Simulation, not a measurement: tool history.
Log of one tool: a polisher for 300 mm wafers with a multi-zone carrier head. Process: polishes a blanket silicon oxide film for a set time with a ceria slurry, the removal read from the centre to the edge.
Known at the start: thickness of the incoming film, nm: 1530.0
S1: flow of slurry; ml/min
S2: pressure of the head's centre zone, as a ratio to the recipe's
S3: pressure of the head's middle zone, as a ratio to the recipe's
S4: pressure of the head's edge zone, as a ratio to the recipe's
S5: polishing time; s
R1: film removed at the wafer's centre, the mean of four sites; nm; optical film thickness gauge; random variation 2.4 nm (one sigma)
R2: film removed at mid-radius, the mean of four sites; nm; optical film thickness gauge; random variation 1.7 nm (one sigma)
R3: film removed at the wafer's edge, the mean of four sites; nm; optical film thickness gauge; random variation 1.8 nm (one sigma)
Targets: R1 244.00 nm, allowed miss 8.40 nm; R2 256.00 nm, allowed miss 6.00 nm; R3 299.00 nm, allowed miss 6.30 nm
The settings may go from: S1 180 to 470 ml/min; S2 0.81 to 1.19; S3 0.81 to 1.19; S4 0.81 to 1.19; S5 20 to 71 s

run  hour   S1    S2    S3    S4  S5      R1      R2      R3
  1   0.0  300  1.00  1.00  1.00  45  264.76  269.57  275.88
  2   7.2  295  0.99  0.99  1.02  45  265.74  266.63  281.43
  3  14.7  295  0.99  0.99  1.02  54  312.26  321.13  329.59
  4  15.3  295  1.07  0.99  1.02  54  342.62  320.55  334.34
     21.0  -- slurry nozzle cleaned
  5  21.0  295  1.07  0.99  0.95  54  360.56  335.40  335.58
  6  25.4  290  1.04  0.97  0.97  53  342.27  324.83  330.05
  7  30.5  290  1.03  0.97  1.00  52  339.92  317.24  328.19
  8  33.9  305  1.02  0.97  1.03  51  326.69  314.13  330.67
  9  40.5  290  1.01  0.97  1.05  51  326.56  310.65  332.46
 10  48.1  290  0.99  0.97  1.07  50  310.40  304.30  328.49
 11  50.1  290  0.97  0.96  1.08  49  298.57  294.82  322.00
 12  51.5  230  0.87  0.86  1.01  48  256.49  257.40  301.34

4 next moves are on the table. One of them brings every result within its allowed miss. Which?
  A  52.9  180  0.87  0.89  1.06  48   ?   ?   ?
  B  52.9  270  0.81  0.81  1.07  49   ?   ?   ?
  C  52.9  245  0.92  0.84  0.98  48   ?   ?   ?
  D  52.9  245  0.87  0.84  1.08  46   ?   ?   ?

move      R1      R2      R3
   A  241.26  257.18  299.73
   B  243.69  257.02  320.82
   C  268.12  256.33  298.37
   D  242.86  245.68  299.88
A: meets every target
B: brings the result that was furthest off to its target, and leaves another outside
C: further off than the last run
D: brings the result that was furthest off to its target, and leaves another outside
Move A is the one to make.
